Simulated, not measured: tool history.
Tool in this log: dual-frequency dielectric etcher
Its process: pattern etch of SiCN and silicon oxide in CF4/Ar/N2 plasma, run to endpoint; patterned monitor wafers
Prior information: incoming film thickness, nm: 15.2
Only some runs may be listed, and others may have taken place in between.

run,day,source power (W),bias power (W),Ar flow (sccm),CF4 flow (sccm),endpoint time (s)
1,0,480,89,110,71,15.962
2,0.375,480,89,125,71,16.332
3,0.479,460,88,125,71,16.727
4,0.608,460,88,106,71,16.421
5,0.696,440,87,106,71,17.086
6,0.758,440,87,93,71,16.423

The next listed run, before its measurement:
7,0.921,420,86,93,71,?

Run 7 came out at endpoint time (s) 17.084.

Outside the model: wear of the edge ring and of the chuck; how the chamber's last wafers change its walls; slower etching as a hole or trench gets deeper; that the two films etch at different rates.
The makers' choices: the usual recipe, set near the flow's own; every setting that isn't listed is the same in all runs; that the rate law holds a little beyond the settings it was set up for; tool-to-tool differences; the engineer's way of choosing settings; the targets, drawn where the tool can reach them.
